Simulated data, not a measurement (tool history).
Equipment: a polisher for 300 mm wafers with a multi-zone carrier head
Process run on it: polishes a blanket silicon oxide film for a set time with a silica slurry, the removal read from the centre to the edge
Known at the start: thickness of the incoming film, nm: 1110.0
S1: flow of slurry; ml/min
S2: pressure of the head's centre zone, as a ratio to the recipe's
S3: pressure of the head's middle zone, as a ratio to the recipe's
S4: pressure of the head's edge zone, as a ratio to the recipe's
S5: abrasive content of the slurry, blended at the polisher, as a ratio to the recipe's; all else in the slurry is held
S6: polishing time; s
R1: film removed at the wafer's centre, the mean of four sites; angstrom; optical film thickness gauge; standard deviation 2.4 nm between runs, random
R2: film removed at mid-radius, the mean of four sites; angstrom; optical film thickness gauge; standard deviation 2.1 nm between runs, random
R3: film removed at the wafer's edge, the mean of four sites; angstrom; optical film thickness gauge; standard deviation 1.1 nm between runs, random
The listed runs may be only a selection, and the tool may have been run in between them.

run	hour	S1	S2	S3	S4	S5	S6	R1	R2	R3
1	0.0	185	1.00	1.00	1.00	1.00	78	2949.9	3023.0	3110.4
2	2.1	180	1.01	0.97	0.99	0.90	75	2824.4	2590.0	2868.3
3	5.0	180	1.01	0.97	0.94	0.90	75	2816.5	2681.4	2818.4
4	7.5	180	1.01	0.90	0.94	0.90	75	2754.2	2433.1	2753.1
5	16.1	180	1.01	0.89	0.92	0.85	73	2694.4	2342.7	2623.2
6	20.4	180	1.01	0.89	0.92	0.95	73	2796.0	2485.5	2756.5
7	27.4	175	1.01	0.88	0.91	0.90	71	2590.5	2321.6	2604.1

Expected results for the next run?
8	30.4	170	1.11	0.81	0.84	0.65	59	?	?	?

Run 8 produced R1 2107.9 angstrom, R2 1559.9 angstrom, R3 1846.3 angstrom.
